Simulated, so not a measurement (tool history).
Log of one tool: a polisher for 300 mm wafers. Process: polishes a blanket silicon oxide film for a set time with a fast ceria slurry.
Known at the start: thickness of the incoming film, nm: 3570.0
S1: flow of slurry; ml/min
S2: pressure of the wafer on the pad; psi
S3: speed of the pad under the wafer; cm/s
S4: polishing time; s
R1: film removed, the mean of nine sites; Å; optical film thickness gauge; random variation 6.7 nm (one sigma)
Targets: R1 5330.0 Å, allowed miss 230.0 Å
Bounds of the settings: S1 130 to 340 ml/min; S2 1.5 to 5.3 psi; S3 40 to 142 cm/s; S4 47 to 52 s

run	hour	S1	S2	S3	S4	R1
1	0.0	220	3.4	90	52	7293.1
2	5.4	220	3.4	90	52	7350.3
3	9.4	220	3.1	90	52	6639.3
4	13.8	220	3.6	90	52	7557.9
5	16.7	220	3.6	90	47	6592.8
6	20.0	220	3.3	90	47	6332.7
7	22.8	220	3.1	90	47	6045.7
8	30.3	220	2.9	90	47	5928.9

Which of these 4 next moves meets every target?
A	37.8	205	3.1	80	47	?
B	37.8	265	2.8	72	50	?
C	37.8	260	2.9	88	52	?
D	37.8	215	3.3	96	47	?

move	R1
A	5493.2
B	5055.4
C	6527.0
D	6893.5
A: meets every target
B: takes the result that was furthest off past its target
C: further off than the last run
D: further off than the last run
The right move is A.
